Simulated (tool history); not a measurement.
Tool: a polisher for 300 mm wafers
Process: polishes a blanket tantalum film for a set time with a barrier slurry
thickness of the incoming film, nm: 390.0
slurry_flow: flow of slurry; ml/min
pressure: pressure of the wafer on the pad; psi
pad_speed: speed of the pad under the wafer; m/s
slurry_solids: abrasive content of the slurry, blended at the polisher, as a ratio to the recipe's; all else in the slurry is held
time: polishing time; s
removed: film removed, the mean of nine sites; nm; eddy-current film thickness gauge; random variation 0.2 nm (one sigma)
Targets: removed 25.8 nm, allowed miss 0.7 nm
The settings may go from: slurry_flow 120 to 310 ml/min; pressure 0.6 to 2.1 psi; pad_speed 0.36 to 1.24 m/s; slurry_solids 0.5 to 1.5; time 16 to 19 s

run  hour  slurry_flow  pressure  pad_speed  slurry_solids  time  removed
  1     0          200       1.3        0.8              1    19   16.719
  2   6.7          250       1.3        0.8              1    19   17.122
  3  13.8          250       1.3        0.8            0.9    19   16.479
  4  15.8          250       1.3        0.7            0.9    19   15.425
  5  23.5          250       1.3        0.7            0.9    19   15.275
  6  28.3          250       1.5        0.7            0.9    19   17.829
  7  31.4          250       1.6        0.7            0.9    19   18.946
  8  37.3          255       1.7        0.7            0.9    19   20.038
  9  38.9          255       1.8        0.7            0.9    19    21.19
 10  44.6          255       1.8        0.7            0.9    19   21.266
 11  53.5          255       1.8        0.7            0.9    19   21.513
 12  58.5          255       1.9        0.7            0.9    19    22.61
 13  66.7          260         2        0.7            0.9    19   23.598
 14  72.5          260         2       0.72            0.9    19   24.154

Which of these 4 next moves meets every target?
  A  78.3          225       2.1       0.74           0.95    18        ?
  B  78.3          195       2.1       0.78            0.9    19        ?
  C  78.3          270       2.1       0.74            0.8    19        ?
  D  78.3          245       1.9       0.72            0.9    19        ?

move  removed
   A   23.926
   B   25.125
   C   24.391
   D   22.389
A: further off than the last run
B: meets every target
C: nearer than the last run, and not there yet
D: further off than the last run
Answer: B
